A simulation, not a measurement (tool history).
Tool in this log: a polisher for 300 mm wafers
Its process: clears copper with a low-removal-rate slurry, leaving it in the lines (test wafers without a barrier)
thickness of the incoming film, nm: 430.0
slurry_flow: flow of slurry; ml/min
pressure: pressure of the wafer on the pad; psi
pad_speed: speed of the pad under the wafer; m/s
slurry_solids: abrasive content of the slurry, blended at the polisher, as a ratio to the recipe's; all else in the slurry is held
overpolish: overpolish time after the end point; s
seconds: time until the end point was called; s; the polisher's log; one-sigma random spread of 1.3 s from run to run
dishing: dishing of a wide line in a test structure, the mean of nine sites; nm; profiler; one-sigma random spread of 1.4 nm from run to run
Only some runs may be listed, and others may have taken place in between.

run,day,slurry_flow,pressure,pad_speed,slurry_solids,overpolish,seconds,dishing
1,0,190,3,1.2,1,20,141.55,48.071
2,0.05,190,3,1,1,20,163.72,41.482
3,0.383,190,3.2,1,1,20,154.68,44.159
4,0.754,190,3.4,1,1,20,145.63,47.171
5,0.854,190,3.4,1,1,14,148.92,32.896
6,1.108,190,3.4,0.72,1,14,188.76,27.245
7,1.338,190,3.6,0.74,1,15,175.76,30.731
8,1.596,190,3.8,0.78,1,16,158.43,35.115

For run 9, what comes out?
9,1.742,190,4,0.8,1,17,?,?

{"run 9": {"seconds": 148.02, "dishing": 40.337}}

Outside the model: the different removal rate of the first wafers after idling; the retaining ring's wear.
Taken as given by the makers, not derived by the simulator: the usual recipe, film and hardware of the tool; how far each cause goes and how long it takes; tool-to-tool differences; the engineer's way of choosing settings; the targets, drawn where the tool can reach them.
